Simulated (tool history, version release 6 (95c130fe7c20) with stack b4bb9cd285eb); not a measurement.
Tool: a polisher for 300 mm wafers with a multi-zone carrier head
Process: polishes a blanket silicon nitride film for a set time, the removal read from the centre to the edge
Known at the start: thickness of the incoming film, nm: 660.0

run  hour  flow of slurry (ml/min)  pressure of the head's centre zone  pressure of the head's middle zone  pressure of the head's edge zone  polishing time (s)  film removed at the wafer's centre (angstrom)  film removed at mid-radius (angstrom)  film removed at the wafer's edge (angstrom)
  1     0                      215                                   1                                   1                                 1                  69                                         1154.5                                 1156.7                                       1175.5
  2   2.4                      215                                0.94                                   1                                 1                  69                                           1084                                 1159.9                                       1188.3
  3   3.4                      215                                0.95                                1.01                              0.98                  67                                         1064.7                                 1131.3                                       1128.2
  4     7                      235                                0.95                                1.01                              0.98                  67                                         1081.9                                 1151.2                                       1133.6
  5  15.3                      235                                0.95                                1.01                              0.98                  59                                         959.63                                 1010.2                                       996.51
  6  20.3                      235                                0.95                                1.01                              0.96                  58                                         935.77                                 1008.4                                       968.79
  7  23.9                      235                                0.96                                   1                              0.94                  58                                            942                                 984.88                                       970.54

Forecast run 8:
  8  26.6                      235                                0.97                                1.01                              0.93                  57                                              ?                                      ?                                            ?

{"run 8": {"film removed at the wafer's centre (angstrom)": 941.1, "film removed at mid-radius (angstrom)": 985.12, "film removed at the wafer's edge (angstrom)": 956.28}}
